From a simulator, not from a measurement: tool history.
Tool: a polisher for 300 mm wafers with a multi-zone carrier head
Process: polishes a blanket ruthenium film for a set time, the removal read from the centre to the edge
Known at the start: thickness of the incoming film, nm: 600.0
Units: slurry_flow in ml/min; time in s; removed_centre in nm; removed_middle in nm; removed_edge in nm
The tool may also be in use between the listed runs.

run    day  slurry_flow  centre_zone  middle_zone  edge_zone  time  removed_centre  removed_middle  removed_edge
  1  0.000          150         1.00         1.00       1.00    71          39.566          38.949        38.278
  2  0.221          150         1.00         1.06       1.00    71          38.907          40.747        38.825
  3  0.329          130         1.00         1.06       1.00    71          37.390          39.941        37.720
  4  0.567          130         0.94         1.06       1.00    71          36.125          40.440        37.005
  5  0.838          130         0.86         1.06       1.00    71          32.986          39.905        37.954
  6  1.133          130         0.86         1.13       1.00    71          32.796          42.472        38.128
  7  1.242          170         0.96         1.12       1.10    91          48.332          55.527        52.037
  8  1.517          180         0.98         1.11       1.11    92          50.852          56.790        53.667
  9  1.600          185         0.99         1.10       1.12    92          51.176          56.589        53.611
 10  1.958          190         1.00         1.09       1.13    92          51.047          57.149        54.101

The next listed run, before its measurement:
 11  2.071          190         1.02         1.08       1.13    92               ?               ?             ?

{"run 11": {"removed_centre": 51.923, "removed_middle": 56.382, "removed_edge": 54.735}}

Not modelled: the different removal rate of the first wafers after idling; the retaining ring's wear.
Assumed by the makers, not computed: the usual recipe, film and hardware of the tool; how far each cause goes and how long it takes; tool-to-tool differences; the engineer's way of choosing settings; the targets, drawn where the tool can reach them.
